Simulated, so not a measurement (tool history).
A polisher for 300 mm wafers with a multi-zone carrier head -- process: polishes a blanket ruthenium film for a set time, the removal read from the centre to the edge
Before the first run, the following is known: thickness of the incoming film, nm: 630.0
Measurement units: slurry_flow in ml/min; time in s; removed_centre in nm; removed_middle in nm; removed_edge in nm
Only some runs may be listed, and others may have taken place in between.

{"run": 1, "hour": 0.0, "slurry_flow": 155, "centre_zone": 1.0, "middle_zone": 1.0, "edge_zone": 1.0, "time": 42, "removed_centre": 28.941, "removed_middle": 28.736, "removed_edge": 28.943}
{"run": 2, "hour": 2.5, "slurry_flow": 135, "centre_zone": 1.0, "middle_zone": 1.0, "edge_zone": 1.0, "time": 42, "removed_centre": 27.224, "removed_middle": 27.692, "removed_edge": 27.748}
{"run": 3, "hour": 10.8, "slurry_flow": 155, "centre_zone": 1.02, "middle_zone": 1.0, "edge_zone": 1.02, "time": 43, "removed_centre": 30.097, "removed_middle": 29.436, "removed_edge": 29.543}
{"run": 4, "hour": 12.0, "slurry_flow": 155, "centre_zone": 1.02, "middle_zone": 1.0, "edge_zone": 1.1, "time": 43, "removed_centre": 29.852, "removed_middle": 29.25, "removed_edge": 30.477}
{"run": 5, "hour": 18.1, "slurry_flow": 155, "centre_zone": 1.02, "middle_zone": 1.0, "edge_zone": 1.1, "time": 39, "removed_centre": 27.358, "removed_middle": 26.79, "removed_edge": 27.851}
{"run": 6, "hour": 26.2, "slurry_flow": 155, "centre_zone": 1.08, "middle_zone": 1.0, "edge_zone": 1.1, "time": 39, "removed_centre": 28.715, "removed_middle": 26.472, "removed_edge": 27.356}
{"run": 7, "hour": 34.4, "slurry_flow": 170, "centre_zone": 1.09, "middle_zone": 1.0, "edge_zone": 1.11, "time": 41, "removed_centre": 31.194, "removed_middle": 28.147, "removed_edge": 29.259}

Run 8, settings as shown, results not yet in. Your forecast:
{"run": 8, "hour": 38.8, "slurry_flow": 180, "centre_zone": 1.1, "middle_zone": 1.0, "edge_zone": 1.12, "time": 43, "removed_centre": "?", "removed_middle": "?", "removed_edge": "?"}

removed_centre: 32.754 nm
removed_middle: 29.720 nm
removed_edge: 31.074 nm
